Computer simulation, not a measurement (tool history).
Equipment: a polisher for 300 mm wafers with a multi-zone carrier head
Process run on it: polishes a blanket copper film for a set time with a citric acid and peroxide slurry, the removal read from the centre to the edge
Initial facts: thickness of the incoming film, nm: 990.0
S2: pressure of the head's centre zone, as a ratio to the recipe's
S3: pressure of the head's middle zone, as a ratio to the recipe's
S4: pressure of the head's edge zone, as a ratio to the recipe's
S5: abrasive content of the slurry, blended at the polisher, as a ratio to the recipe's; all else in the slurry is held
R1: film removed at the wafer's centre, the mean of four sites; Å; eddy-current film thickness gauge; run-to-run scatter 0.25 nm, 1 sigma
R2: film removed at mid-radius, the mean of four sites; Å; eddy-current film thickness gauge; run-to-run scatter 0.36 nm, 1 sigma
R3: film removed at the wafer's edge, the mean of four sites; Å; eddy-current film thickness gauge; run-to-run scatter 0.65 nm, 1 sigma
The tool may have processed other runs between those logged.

{"run": 1, "hour": 0.0, "flow of slurry (ml/min)": 285, "S2": 1, "S3": 1, "S4": 1, "S5": 1, "polishing time (s)": 40, "R1": 534.2, "R2": 535.47, "R3": 543.43}
{"run": 2, "hour": 3.5, "flow of slurry (ml/min)": 285, "S2": 1, "S3": 0.94, "S4": 1, "S5": 1, "polishing time (s)": 40, "R1": 530.64, "R2": 512.67, "R3": 546.54}
{"run": 3, "hour": 12.0, "flow of slurry (ml/min)": 285, "S2": 1, "S3": 0.94, "S4": 1.07, "S5": 1, "polishing time (s)": 40, "R1": 536.15, "R2": 511.33, "R3": 556.69}
{"run": 4, "hour": 13.2, "flow of slurry (ml/min)": 280, "S2": 0.98, "S3": 0.94, "S4": 1.04, "S5": 0.9, "polishing time (s)": 40, "R1": 519.63, "R2": 499.22, "R3": 545.91}
{"run": 5, "hour": 18.2, "flow of slurry (ml/min)": 280, "S2": 0.95, "S3": 0.95, "S4": 1.01, "S5": 0.85, "polishing time (s)": 40, "R1": 503.77, "R2": 497.76, "R3": 545.66}
{"run": 6, "hour": 26.9, "flow of slurry (ml/min)": 275, "S2": 0.93, "S3": 0.97, "S4": 0.99, "S5": 0.8, "polishing time (s)": 39, "R1": 476.96, "R2": 483.58, "R3": 505.88}
{"run": 7, "hour": 32.2, "flow of slurry (ml/min)": 265, "S2": 0.91, "S3": 0.98, "S4": 0.99, "S5": 0.8, "polishing time (s)": 39, "R1": 470.9, "R2": 494.6, "R3": 514.27}
{"run": 8, "hour": 34.8, "flow of slurry (ml/min)": 260, "S2": 0.89, "S3": 0.98, "S4": 0.98, "S5": 0.75, "polishing time (s)": 39, "R1": 452.28, "R2": 482.15, "R3": 494.72}
{"run": 9, "hour": 37.8, "flow of slurry (ml/min)": 250, "S2": 0.88, "S3": 0.98, "S4": 0.97, "S5": 0.75, "polishing time (s)": 39, "R1": 449.4, "R2": 477.6, "R3": 490.47}

Run 10 has not been measured yet. What should we expect?
{"run": 10, "hour": 45.6, "flow of slurry (ml/min)": 245, "S2": 0.87, "S3": 0.98, "S4": 0.97, "S5": 0.75, "polishing time (s)": 39, "R1": "?", "R2": "?", "R3": "?"}

Run 10 measured R1 441.31 Å, R2 480.53 Å, R3 488.08 Å.
